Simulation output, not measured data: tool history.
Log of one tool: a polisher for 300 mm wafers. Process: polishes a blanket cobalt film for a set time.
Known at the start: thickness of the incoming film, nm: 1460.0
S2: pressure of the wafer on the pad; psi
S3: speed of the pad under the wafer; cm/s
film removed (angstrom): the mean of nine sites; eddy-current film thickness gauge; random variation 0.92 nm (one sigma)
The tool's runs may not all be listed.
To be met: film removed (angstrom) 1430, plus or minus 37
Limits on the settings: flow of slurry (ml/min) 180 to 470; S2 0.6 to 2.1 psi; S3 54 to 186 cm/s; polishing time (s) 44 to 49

{"run": 1, "hour": 0.0, "flow of slurry (ml/min)": 300, "S2": 1.3, "S3": 118, "polishing time (s)": 49, "film removed (angstrom)": 2202.2}
{"run": 2, "hour": 6.2, "flow of slurry (ml/min)": 300, "S2": 1.2, "S3": 118, "polishing time (s)": 49, "film removed (angstrom)": 2070.5}
{"run": 3, "hour": 10.4, "flow of slurry (ml/min)": 300, "S2": 1.1, "S3": 118, "polishing time (s)": 49, "film removed (angstrom)": 1890.9}
{"run": 4, "hour": 19.4, "flow of slurry (ml/min)": 300, "S2": 1.4, "S3": 118, "polishing time (s)": 49, "film removed (angstrom)": 2377.3}
{"run": 5, "hour": 20.0, "flow of slurry (ml/min)": 300, "S2": 1.4, "S3": 100, "polishing time (s)": 49, "film removed (angstrom)": 1996.7}
{"run": 6, "hour": 22.9, "flow of slurry (ml/min)": 300, "S2": 1.2, "S3": 100, "polishing time (s)": 49, "film removed (angstrom)": 1769.2}
{"run": 7, "hour": 31.1, "flow of slurry (ml/min)": 290, "S2": 0.8, "S3": 100, "polishing time (s)": 49, "film removed (angstrom)": 1263.9}
{"run": 8, "hour": 33.4, "flow of slurry (ml/min)": 290, "S2": 0.8, "S3": 100, "polishing time (s)": 49, "film removed (angstrom)": 1255.5}
{"run": 9, "hour": 38.9, "flow of slurry (ml/min)": 300, "S2": 1, "S3": 100, "polishing time (s)": 49, "film removed (angstrom)": 1514.4}
{"run": 10, "hour": 46.5, "flow of slurry (ml/min)": 300, "S2": 1, "S3": 100, "polishing time (s)": 49, "film removed (angstrom)": 1520.5}

Below are 4 possible settings for the next run. Only one of them brings all results inside the allowed miss of their targets. Which is it?
{"run": "A", "hour": 54.1, "flow of slurry (ml/min)": 195, "S2": 1.5, "S3": 70, "polishing time (s)": 45, "film removed (angstrom)": "?"}
{"run": "B", "hour": 54.1, "flow of slurry (ml/min)": 285, "S2": 1.2, "S3": 84, "polishing time (s)": 47, "film removed (angstrom)": "?"}
{"run": "C", "hour": 54.1, "flow of slurry (ml/min)": 280, "S2": 1, "S3": 100, "polishing time (s)": 44, "film removed (angstrom)": "?"}
{"run": "D", "hour": 54.1, "flow of slurry (ml/min)": 345, "S2": 1, "S3": 88, "polishing time (s)": 49, "film removed (angstrom)": "?"}

move=A film_removed_(angstrom)=1330.8
move=B film_removed_(angstrom)=1415.7
move=C film_removed_(angstrom)=1347.3
move=D film_removed_(angstrom)=1347.5
A: pushes the last run's worst result past its target
B: all results in spec
C: pushes the last run's worst result past its target
D: pushes the last run's worst result past its target
Move B is the one to make.

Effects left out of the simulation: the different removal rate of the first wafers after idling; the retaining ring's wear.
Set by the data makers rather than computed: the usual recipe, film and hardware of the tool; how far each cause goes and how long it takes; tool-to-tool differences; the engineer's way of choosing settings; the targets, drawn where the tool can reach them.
